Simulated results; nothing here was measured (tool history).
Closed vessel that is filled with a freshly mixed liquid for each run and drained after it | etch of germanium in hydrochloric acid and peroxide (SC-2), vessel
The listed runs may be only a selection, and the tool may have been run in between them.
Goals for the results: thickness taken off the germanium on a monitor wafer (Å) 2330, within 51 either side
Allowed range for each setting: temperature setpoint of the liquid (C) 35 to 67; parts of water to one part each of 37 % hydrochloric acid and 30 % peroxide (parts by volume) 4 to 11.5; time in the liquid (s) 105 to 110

run    day  temperature setpoint of the liquid (C)  parts of water to one part each of 37 % hydrochloric acid and 30 % peroxide (parts by volume)  time in the liquid (s)  thickness taken off the germanium on a monitor wafer (Å)
  1      0                                      51                                                                                            6.5                     105                                                    3619.1
  2  0.317                                    57.5                                                                                            6.5                     105                                                    4439.4
  3  0.412                                    53.5                                                                                            6.5                     105                                                    3920.4
  4    0.7                                      59                                                                                            6.5                     105                                                    4620.1
  5  0.842                                      59                                                                                              8                     105                                                    4551.7
  6  0.929                                      59                                                                                            9.5                     105                                                    4466.9
  7  1.017                                      55                                                                                            9.5                     105                                                    3977.8
  8  1.175                                    51.5                                                                                            9.5                     105                                                    3591.1
  9  1.358                                    48.5                                                                                            9.5                     105                                                    3261.7
 10  1.462                                    46.5                                                                                            9.5                     105                                                    3058.4
 11  1.633                                      45                                                                                            9.5                     105                                                    2926.7
 12  1.858                                    43.5                                                                                            9.5                     105                                                    2781.4
 13  2.042                                    43.5                                                                                            9.5                     105                                                    2782.7
 14  2.079                                    42.5                                                                                            9.5                     105                                                    2681.7
 15  2.338                                    37.5                                                                                            9.5                     105                                                    2272.1

Which single option among these 4 for the next run brings every result within its allowed miss of target? Just one does.
  A  2.596                                      35                                                                                            9.5                     110                                                         ?
  B  2.596                                      37                                                                                             10                     110                                                         ?
  C  2.596                                    37.5                                                                                           10.5                     105                                                         ?
  D  2.596                                    35.5                                                                                            9.5                     110                                                         ?

move  thickness taken off the germanium on a monitor wafer (Å)
   A                                                    2169.1
   B                                                    2316.5
   C                                                    2240.8
   D                                                    2207.4
A: moves away from the targets compared with the last run
B: every result lands within tolerance
C: moves away from the targets compared with the last run
D: moves away from the targets compared with the last run
Go with B: it meets all targets.
